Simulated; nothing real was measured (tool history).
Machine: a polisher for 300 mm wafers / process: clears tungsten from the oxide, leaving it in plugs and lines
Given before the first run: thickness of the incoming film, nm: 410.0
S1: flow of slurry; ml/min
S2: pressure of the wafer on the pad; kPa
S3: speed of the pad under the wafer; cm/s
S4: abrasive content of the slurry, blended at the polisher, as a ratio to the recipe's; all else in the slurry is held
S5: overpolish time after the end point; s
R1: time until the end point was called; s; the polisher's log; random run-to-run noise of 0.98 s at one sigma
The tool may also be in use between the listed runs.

run,day,S1,S2,S3,S4,S5,R1
1,0,145,20,90,1,6,121.4
2,0.225,145,20,90,1,6,121.67
3,0.567,145,20,108,1,6,101.17
4,0.667,145,20,108,1.1,6,99.649
5,0.883,145,20,108,1.2,6,98.165
6,1.196,145,20,108,1.2,6,98.229

Run 7 comes next. What will it give?
7,1.271,145,20,108,1.2,6,?

Run 7 measured R1 99.856 s.
